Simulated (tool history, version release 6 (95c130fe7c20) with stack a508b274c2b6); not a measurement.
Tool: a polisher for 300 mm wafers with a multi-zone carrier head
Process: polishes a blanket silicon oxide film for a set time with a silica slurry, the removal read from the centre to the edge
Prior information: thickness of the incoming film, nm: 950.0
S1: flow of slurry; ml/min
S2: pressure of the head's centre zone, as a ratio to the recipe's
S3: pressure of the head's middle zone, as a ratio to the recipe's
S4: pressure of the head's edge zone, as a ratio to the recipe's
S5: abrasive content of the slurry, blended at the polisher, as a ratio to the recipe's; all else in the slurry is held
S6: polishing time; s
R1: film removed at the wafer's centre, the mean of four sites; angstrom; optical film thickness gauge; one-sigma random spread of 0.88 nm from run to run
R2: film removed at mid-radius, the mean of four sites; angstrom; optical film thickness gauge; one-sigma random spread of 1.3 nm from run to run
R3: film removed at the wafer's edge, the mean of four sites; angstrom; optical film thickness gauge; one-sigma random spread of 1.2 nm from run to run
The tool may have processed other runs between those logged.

| run | hour | S1 | S2 | S3 | S4 | S5 | S6 | R1 | R2 | R3 |
|---|---|---|---|---|---|---|---|---|---|---|
| 1 | 0.0 | 200 | 1.00 | 1.00 | 1.00 | 1.0 | 63 | 1501.7 | 1571.9 | 1491.1 |
| 2 | 1.9 | 200 | 1.00 | 1.05 | 1.00 | 1.0 | 63 | 1504.0 | 1607.6 | 1495.0 |
| 3 | 4.5 | 200 | 1.00 | 1.05 | 1.00 | 1.0 | 53 | 1254.8 | 1331.1 | 1254.9 |
| 4 | 7.9 | 200 | 1.00 | 1.05 | 1.04 | 1.0 | 53 | 1250.2 | 1378.1 | 1269.9 |
| 5 | 13.0 | 200 | 0.95 | 1.05 | 1.04 | 1.0 | 53 | 1188.0 | 1354.2 | 1267.9 |
| 6 | 16.8 | 190 | 0.92 | 1.00 | 1.05 | 1.0 | 53 | 1158.1 | 1272.0 | 1268.1 |
| 7 | 17.9 | 180 | 0.90 | 0.98 | 1.06 | 1.0 | 53 | 1104.0 | 1243.4 | 1265.1 |

Run 8 is up next; what results do you expect?
| 8 | 20.3 | 170 | 0.89 | 0.96 | 1.06 | 1.0 | 53 | ? | ? | ? |

Run 8 gave R1 1084.3 angstrom, R2 1210.1 angstrom, R3 1276.9 angstrom.

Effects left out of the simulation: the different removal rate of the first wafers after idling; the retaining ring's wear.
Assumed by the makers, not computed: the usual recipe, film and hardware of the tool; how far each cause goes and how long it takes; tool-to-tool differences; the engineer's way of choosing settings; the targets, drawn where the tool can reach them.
